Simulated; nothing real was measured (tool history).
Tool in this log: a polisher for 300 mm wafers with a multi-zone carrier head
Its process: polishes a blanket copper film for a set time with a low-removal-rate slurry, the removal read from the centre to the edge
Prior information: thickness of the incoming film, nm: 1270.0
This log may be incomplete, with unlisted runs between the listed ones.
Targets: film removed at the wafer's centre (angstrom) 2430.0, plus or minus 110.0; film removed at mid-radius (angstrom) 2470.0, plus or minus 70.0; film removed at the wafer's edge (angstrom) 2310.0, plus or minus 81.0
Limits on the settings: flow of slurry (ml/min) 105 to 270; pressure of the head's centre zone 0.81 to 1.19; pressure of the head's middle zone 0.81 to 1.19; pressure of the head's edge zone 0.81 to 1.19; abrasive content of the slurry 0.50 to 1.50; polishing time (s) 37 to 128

run	hour	flow of slurry (ml/min)	pressure of the head's centre zone	pressure of the head's middle zone	pressure of the head's edge zone	abrasive content of the slurry	polishing time (s)	film removed at the wafer's centre (angstrom)	film removed at mid-radius (angstrom)	film removed at the wafer's edge (angstrom)
1	0.0	175	1.00	1.00	1.00	1.00	82	1903.3	2001.4	1932.2
2	3.0	175	1.08	1.00	1.00	1.00	82	2024.6	2009.8	1953.5
3	10.7	175	1.03	1.00	1.00	1.00	82	1912.6	2021.5	1990.4
4	15.1	180	1.05	1.01	1.01	1.05	82	2032.6	2051.0	2004.3
5	18.9	185	1.05	1.03	1.02	1.05	82	2041.5	2096.8	2021.1
6	27.0	185	1.05	1.03	1.02	1.15	82	2066.1	2129.1	2075.9
7	34.9	185	1.05	1.03	1.02	1.15	82	2091.8	2115.7	2057.8
8	38.3	190	1.05	1.04	1.03	1.15	82	2094.9	2205.5	2090.8
9	46.5	200	1.06	1.04	1.04	1.15	82	2124.6	2190.3	2070.4
10	51.6	200	1.06	1.04	1.04	1.15	82	2132.0	2166.0	2115.5
11	60.2	205	1.07	1.05	1.05	1.15	82	2215.1	2181.8	2082.0
12	66.5	205	1.07	1.06	1.05	1.20	82	2215.2	2223.9	2104.8

Next run, 4 choices. One meets every target within its allowed miss, the rest don't. Which?
A	72.8	270	1.19	0.87	1.16	1.00	86	?	?	?
B	72.8	225	1.04	1.10	1.01	1.15	78	?	?	?
C	72.8	200	1.09	0.95	1.19	1.05	85	?	?	?
D	72.8	225	1.07	1.06	1.04	1.20	89	?	?	?

move	film removed at the wafer's centre (angstrom)	film removed at mid-radius (angstrom)	film removed at the wafer's edge (angstrom)
A	2557.3	1965.9	2267.5
B	2050.8	2203.6	1965.6
C	2244.1	2036.5	2227.3
D	2433.6	2462.1	2297.1
A: moves away from the targets compared with the last run
B: moves away from the targets compared with the last run
C: moves away from the targets compared with the last run
D: every result lands within tolerance
Answer: D
